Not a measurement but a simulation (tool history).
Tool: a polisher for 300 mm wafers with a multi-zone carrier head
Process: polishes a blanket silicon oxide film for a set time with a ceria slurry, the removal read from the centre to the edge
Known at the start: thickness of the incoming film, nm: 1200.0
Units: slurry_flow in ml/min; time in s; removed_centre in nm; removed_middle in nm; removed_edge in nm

{"run": 1, "hour": 0.0, "slurry_flow": 210, "centre_zone": 1.0, "middle_zone": 1.0, "edge_zone": 1.0, "time": 74, "removed_centre": 283.32, "removed_middle": 299.79, "removed_edge": 286.8}
{"run": 2, "hour": 4.7, "slurry_flow": 205, "centre_zone": 1.01, "middle_zone": 0.97, "edge_zone": 0.97, "time": 66, "removed_centre": 266.86, "removed_middle": 257.18, "removed_edge": 258.74}
{"run": 3, "hour": 10.2, "slurry_flow": 205, "centre_zone": 1.0, "middle_zone": 0.97, "edge_zone": 0.95, "time": 59, "removed_centre": 228.28, "removed_middle": 228.85, "removed_edge": 231.18}
{"run": 4, "hour": 17.3, "slurry_flow": 205, "centre_zone": 0.97, "middle_zone": 0.97, "edge_zone": 0.95, "time": 59, "removed_centre": 226.69, "removed_middle": 230.11, "removed_edge": 228.51}
{"run": 5, "hour": 24.1, "slurry_flow": 205, "centre_zone": 0.98, "middle_zone": 0.96, "edge_zone": 0.92, "time": 55, "removed_centre": 205.35, "removed_middle": 215.39, "removed_edge": 212.82}
{"run": 6, "hour": 29.1, "slurry_flow": 205, "centre_zone": 0.98, "middle_zone": 0.96, "edge_zone": 0.98, "time": 55, "removed_centre": 205.19, "removed_middle": 218.62, "removed_edge": 216.34}

Run 7 comes next. What will it give?
{"run": 7, "hour": 38.1, "slurry_flow": 205, "centre_zone": 1.0, "middle_zone": 0.96, "edge_zone": 0.95, "time": 51, "removed_centre": "?", "removed_middle": "?", "removed_edge": "?"}

{"run 7": {"removed_centre": 195.28, "removed_middle": 196.43, "removed_edge": 194.62}}
